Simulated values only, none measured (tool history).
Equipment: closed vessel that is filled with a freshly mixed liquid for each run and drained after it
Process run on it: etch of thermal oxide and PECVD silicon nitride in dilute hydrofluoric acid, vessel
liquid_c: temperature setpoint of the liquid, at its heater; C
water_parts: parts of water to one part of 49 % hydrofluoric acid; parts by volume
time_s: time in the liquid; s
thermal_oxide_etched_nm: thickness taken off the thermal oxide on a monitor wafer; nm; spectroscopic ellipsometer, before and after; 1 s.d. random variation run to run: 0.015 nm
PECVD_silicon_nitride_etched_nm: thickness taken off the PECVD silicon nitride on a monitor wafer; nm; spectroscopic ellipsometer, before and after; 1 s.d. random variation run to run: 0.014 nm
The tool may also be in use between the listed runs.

run	hour	liquid_c	water_parts	time_s	thermal_oxide_etched_nm	PECVD_silicon_nitride_etched_nm
1	0	23	45	95	10.628	7.1233
2	0.9	24	55	80	7.5473	5.2412
3	4.9	24.5	60	65	5.6337	4.0571
4	14.1	24.5	60	45	3.9136	2.8132
5	16.2	24.5	60	65	5.656	4.0531
6	21.9	24.5	60	40	3.4962	2.5046
7	27.2	25	65	40	3.2542	2.3701
8	35.6	26	65	40	3.3854	2.5519
9	40.6	26.5	65	40	3.4598	2.6393

Run 10 has not been measured yet. What should we expect?
10	47.4	26.5	65	40	?	?

{"run 10": {"thermal_oxide_etched_nm": 3.4923, "PECVD_silicon_nitride_etched_nm": 2.6386}}
